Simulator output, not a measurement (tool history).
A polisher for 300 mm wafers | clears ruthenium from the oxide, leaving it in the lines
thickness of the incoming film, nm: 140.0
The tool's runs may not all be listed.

run,hour,flow of slurry (ml/min),pressure of the wafer on the pad (psi),speed of the pad under the wafer (cm/s),overpolish time after the end point (s),time until the end point was called (s)
1,0.0,315,2.5,88,6,134.720
2,5.2,315,2.7,88,6,127.100
3,9.9,315,2.9,90,6,114.840
4,14.0,315,2.9,98,6,105.380
5,19.0,315,2.3,98,6,131.790
6,24.8,315,2.3,98,6,131.720
# hour 25.4: worn pad replaced by a new one
7,25.4,315,2.5,98,6,110.110
8,34.4,315,2.6,98,6,108.510
9,42.8,315,2.7,98,6,101.050
10,47.2,315,2.8,98,6,101.560
11,51.3,315,2.9,98,6,97.674
12,60.0,315,3.0,98,6,92.124
13,68.8,315,3.1,98,6,91.574
14,75.5,315,3.2,98,6,86.595

Run 15 comes next. What will it give?
15,81.8,315,3.3,98,6,?

{"run 15": {"time until the end point was called (s)": 83.765}}
